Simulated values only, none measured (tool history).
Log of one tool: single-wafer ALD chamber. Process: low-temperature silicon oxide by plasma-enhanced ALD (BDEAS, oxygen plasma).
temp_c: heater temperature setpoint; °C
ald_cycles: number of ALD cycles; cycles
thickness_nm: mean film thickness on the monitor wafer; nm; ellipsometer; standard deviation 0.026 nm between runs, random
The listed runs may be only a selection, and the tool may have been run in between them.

run    day  temp_c  ald_cycles  thickness_nm
  1      0     100          64        9.5885
  2  0.158     100          72        10.771
  3  0.346     102          69        10.299
  4  0.583      97          69        10.468
  5  0.804      88          69        10.718
  6  0.871      92          66         10.18
  7  1.021      96          64        9.7549

What will run 8 give?
  8  1.25      96          64             ?

{"run 8": {"thickness_nm": 9.7026}}

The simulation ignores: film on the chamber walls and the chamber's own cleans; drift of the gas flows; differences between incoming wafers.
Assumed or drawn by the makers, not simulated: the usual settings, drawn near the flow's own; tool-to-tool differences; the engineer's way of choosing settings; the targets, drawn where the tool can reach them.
